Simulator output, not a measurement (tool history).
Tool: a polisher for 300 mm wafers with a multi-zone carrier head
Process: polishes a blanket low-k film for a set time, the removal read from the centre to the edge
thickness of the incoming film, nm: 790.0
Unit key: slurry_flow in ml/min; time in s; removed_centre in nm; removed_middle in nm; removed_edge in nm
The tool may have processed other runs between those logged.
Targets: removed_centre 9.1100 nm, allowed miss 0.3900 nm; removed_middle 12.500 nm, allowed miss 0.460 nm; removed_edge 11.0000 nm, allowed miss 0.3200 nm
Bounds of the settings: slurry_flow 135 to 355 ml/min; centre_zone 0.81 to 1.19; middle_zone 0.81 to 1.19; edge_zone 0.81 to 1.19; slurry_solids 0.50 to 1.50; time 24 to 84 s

Run 1, hour 0.0: slurry_flow 225 ml/min, centre_zone 1.00, middle_zone 1.00, edge_zone 1.00, slurry_solids 1.00, time 54 s. Result: removed_centre 18.1300 nm, removed_middle 18.427 nm, removed_edge 18.8350 nm.
Run 2, hour 2.7: slurry_flow 215 ml/min, centre_zone 0.94, middle_zone 1.03, edge_zone 0.96, slurry_solids 0.85, time 50 s. Result: removed_centre 14.7110 nm, removed_middle 16.403 nm, removed_edge 15.8120 nm.
Run 3, hour 11.0: slurry_flow 270 ml/min, centre_zone 0.94, middle_zone 1.03, edge_zone 0.96, slurry_solids 0.85, time 50 s. Result: removed_centre 15.4000 nm, removed_middle 16.887 nm, removed_edge 16.0530 nm.
Run 4, hour 17.7: slurry_flow 270 ml/min, centre_zone 0.94, middle_zone 1.03, edge_zone 1.04, slurry_solids 0.85, time 50 s. Result: removed_centre 15.0710 nm, removed_middle 16.949 nm, removed_edge 16.8150 nm.
Run 5, hour 24.6: slurry_flow 250 ml/min, centre_zone 0.90, middle_zone 1.05, edge_zone 1.01, slurry_solids 0.75, time 47 s. Result: removed_centre 12.7610 nm, removed_middle 15.151 nm, removed_edge 14.4880 nm.
Run 6, hour 26.5: slurry_flow 230 ml/min, centre_zone 0.87, middle_zone 1.07, edge_zone 0.99, slurry_solids 0.65, time 46 s. Result: removed_centre 11.4800 nm, removed_middle 13.932 nm, removed_edge 13.1130 nm.
Run 7, hour 31.8: slurry_flow 185 ml/min, centre_zone 0.81, middle_zone 1.17, edge_zone 1.01, slurry_solids 0.50, time 41 s. Result: removed_centre 7.8392 nm, removed_middle 11.376 nm, removed_edge 9.9725 nm.
Run 8, hour 32.5: slurry_flow 215 ml/min, centre_zone 0.82, middle_zone 1.17, edge_zone 1.02, slurry_solids 0.50, time 41 s. Result: removed_centre 8.1817 nm, removed_middle 11.633 nm, removed_edge 10.3620 nm.
Run 9, hour 37.4: slurry_flow 235 ml/min, centre_zone 0.83, middle_zone 1.18, edge_zone 1.02, slurry_solids 0.50, time 41 s. Result: removed_centre 8.2700 nm, removed_middle 11.865 nm, removed_edge 10.2510 nm.
Run 10, hour 45.6: slurry_flow 235 ml/min, centre_zone 0.83, middle_zone 1.18, edge_zone 1.02, slurry_solids 0.50, time 41 s. Result: removed_centre 8.3805 nm, removed_middle 11.747 nm, removed_edge 10.3080 nm.
Run 11, hour 51.7: slurry_flow 250 ml/min, centre_zone 0.84, middle_zone 1.18, edge_zone 1.03, slurry_solids 0.50, time 41 s. Result: removed_centre 8.3529 nm, removed_middle 11.903 nm, removed_edge 10.4630 nm.
Run 12, hour 53.5: slurry_flow 265 ml/min, centre_zone 0.85, middle_zone 1.18, edge_zone 1.03, slurry_solids 0.50, time 41 s. Result: removed_centre 8.7713 nm, removed_middle 12.122 nm, removed_edge 10.5390 nm.
Run 13, hour 60.3: slurry_flow 275 ml/min, centre_zone 0.85, middle_zone 1.18, edge_zone 1.04, slurry_solids 0.50, time 41 s. Result: removed_centre 8.6490 nm, removed_middle 12.084 nm, removed_edge 10.5420 nm.
Run 14, hour 62.0: slurry_flow 280 ml/min, centre_zone 0.86, middle_zone 1.18, edge_zone 1.05, slurry_solids 0.50, time 41 s. Result: removed_centre 8.8470 nm, removed_middle 12.022 nm, removed_edge 10.7700 nm.

Below are 4 possible settings for the next run. Only one of them brings all results inside the allowed miss of their targets. Which is it?
Run A, hour 63.7: slurry_flow 325 ml/min, centre_zone 0.95, middle_zone 1.10, edge_zone 1.14, slurry_solids 0.70, time 34 s. Result: removed_centre ?, removed_middle ?, removed_edge ?.
Run B, hour 63.7: slurry_flow 230 ml/min, centre_zone 0.87, middle_zone 1.19, edge_zone 1.04, slurry_solids 0.50, time 43 s. Result: removed_centre ?, removed_middle ?, removed_edge ?.
Run C, hour 63.7: slurry_flow 180 ml/min, centre_zone 0.92, middle_zone 1.11, edge_zone 1.19, slurry_solids 0.55, time 39 s. Result: removed_centre ?, removed_middle ?, removed_edge ?.
Run D, hour 63.7: slurry_flow 280 ml/min, centre_zone 0.82, middle_zone 1.06, edge_zone 1.07, slurry_solids 0.55, time 39 s. Result: removed_centre ?, removed_middle ?, removed_edge ?.

move  removed_centre  removed_middle  removed_edge
   A          9.6627          11.380       11.0900
   B          9.0359          12.495       10.9490
   C          8.7164          10.778       10.8670
   D          8.3276          11.051       10.8000
A: misses by more than the last run did
B: each result inside its tolerance
C: misses by more than the last run did
D: misses by more than the last run did
The right move is B.
